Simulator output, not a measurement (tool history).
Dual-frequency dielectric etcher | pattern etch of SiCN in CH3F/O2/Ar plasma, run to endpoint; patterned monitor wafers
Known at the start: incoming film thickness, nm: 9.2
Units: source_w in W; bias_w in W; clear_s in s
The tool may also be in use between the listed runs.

run	day	source_w	bias_w	clear_s
1	0	520	77	21.626
2	0.242	530	77	21.297
3	0.417	600	77	20.447
4	0.738	600	64	22.114
5	0.788	610	65	21.996
6	0.817	620	66	21.698
7	1.108	630	67	21.402
8	1.238	640	68	21.295
9	1.529	650	69	21.102
10	1.842	660	70	20.633

Forecast run 11:
11	2.129	670	70	?

{"run 11": {"clear_s": 20.699}}
